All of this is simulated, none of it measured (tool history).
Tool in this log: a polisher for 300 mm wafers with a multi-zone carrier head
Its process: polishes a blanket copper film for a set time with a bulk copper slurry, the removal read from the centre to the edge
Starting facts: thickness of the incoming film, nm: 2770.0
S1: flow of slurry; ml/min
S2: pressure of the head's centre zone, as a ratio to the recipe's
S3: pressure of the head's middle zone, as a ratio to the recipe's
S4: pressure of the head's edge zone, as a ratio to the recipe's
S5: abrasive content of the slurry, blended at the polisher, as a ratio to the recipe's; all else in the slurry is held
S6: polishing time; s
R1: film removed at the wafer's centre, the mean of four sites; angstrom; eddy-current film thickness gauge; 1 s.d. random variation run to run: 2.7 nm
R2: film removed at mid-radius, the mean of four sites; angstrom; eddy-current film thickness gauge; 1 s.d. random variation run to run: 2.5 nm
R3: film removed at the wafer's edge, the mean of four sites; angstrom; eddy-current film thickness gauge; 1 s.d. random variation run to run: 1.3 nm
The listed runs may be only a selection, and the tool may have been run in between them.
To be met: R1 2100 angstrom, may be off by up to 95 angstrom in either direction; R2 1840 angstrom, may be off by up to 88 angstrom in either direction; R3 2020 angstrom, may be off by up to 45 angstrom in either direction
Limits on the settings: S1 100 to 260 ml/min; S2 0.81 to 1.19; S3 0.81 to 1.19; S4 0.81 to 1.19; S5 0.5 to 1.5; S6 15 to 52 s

run	hour	S1	S2	S3	S4	S5	S6	R1	R2	R3
1	0	165	1	1	1	1	33	1838.6	1844.9	1850.9
2	3.8	180	1.02	0.98	1.02	1	33	1866.5	1796.8	1850.1
3	6.8	180	1.02	1.03	1.02	1	33	1875.2	1868.8	1881.1
4	14.5	180	1.02	1.03	1.02	1	26	1484.1	1478.3	1466.9
5	21.1	180	1.02	1.03	1.02	1	32	1884.6	1828.9	1804.1
6	28.8	205	1.02	1.03	1.02	1	32	1864	1897.5	1856.7
7	33.9	210	1.04	1.02	1.05	1.05	32	1966.3	1858.3	1861
8	39.5	215	1.03	1.01	1.08	1.1	32	1922.1	1901.7	1949.1
9	42.4	220	1.05	1	1.1	1.1	32	2022.1	1866.6	1946.3

Which single option among these 5 for the next run brings every result within its allowed miss of target? Just one does.
A	45.3	225	0.99	1.07	0.97	1	32	?	?	?
B	45.3	185	1.07	1.01	0.98	1.15	33	?	?	?
C	45.3	195	1.02	1.01	1.19	1.2	31	?	?	?
D	45.3	255	1.06	0.96	1.12	1.2	32	?	?	?
E	45.3	210	1.01	0.97	1.05	1.1	32	?	?	?

move	R1	R2	R3
A	1881.8	1961.1	1791.4
B	2065.9	1908.2	1855.6
C	1882.9	1819.5	1944.8
D	2099.9	1866.3	2001.2
E	1923.3	1812.2	1876.1
A: moves away from the targets compared with the last run
B: moves away from the targets compared with the last run
C: moves away from the targets compared with the last run
D: every result within its allowed miss
E: moves away from the targets compared with the last run
D is the move that brings every result within its allowed miss.

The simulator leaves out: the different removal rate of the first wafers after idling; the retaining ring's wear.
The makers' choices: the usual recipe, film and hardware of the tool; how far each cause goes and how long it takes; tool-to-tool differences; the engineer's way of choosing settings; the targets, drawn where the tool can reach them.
